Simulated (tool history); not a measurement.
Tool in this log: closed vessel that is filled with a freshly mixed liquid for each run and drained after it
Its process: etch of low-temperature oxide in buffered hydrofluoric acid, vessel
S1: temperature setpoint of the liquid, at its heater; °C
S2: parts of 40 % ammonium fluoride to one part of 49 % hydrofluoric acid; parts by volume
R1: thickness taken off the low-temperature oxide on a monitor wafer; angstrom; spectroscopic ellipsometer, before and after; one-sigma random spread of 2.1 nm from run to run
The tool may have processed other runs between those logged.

run 1 hour=0.0 | S1=21.0 S2=21.5 time_in_the_liquid_(s)=100 | R1=1446.2
run 2 hour=9.3 | S1=21.0 S2=21.5 time_in_the_liquid_(s)=100 | R1=1432.0
run 3 hour=18.1 | S1=21.0 S2=21.5 time_in_the_liquid_(s)=105 | R1=1522.2
run 4 hour=20.3 | S1=19.5 S2=21.5 time_in_the_liquid_(s)=105 | R1=1376.6
run 5 hour=25.7 | S1=19.5 S2=17.0 time_in_the_liquid_(s)=105 | R1=1726.6
run 6 hour=29.2 | S1=19.5 S2=17.0 time_in_the_liquid_(s)=105 | R1=1719.1

What does the tool deliver on the next run?
run 7 hour=33.3 | S1=20.5 S2=17.0 time_in_the_liquid_(s)=105 | R1=?

{"run 7": {"R1": 1809.7}}

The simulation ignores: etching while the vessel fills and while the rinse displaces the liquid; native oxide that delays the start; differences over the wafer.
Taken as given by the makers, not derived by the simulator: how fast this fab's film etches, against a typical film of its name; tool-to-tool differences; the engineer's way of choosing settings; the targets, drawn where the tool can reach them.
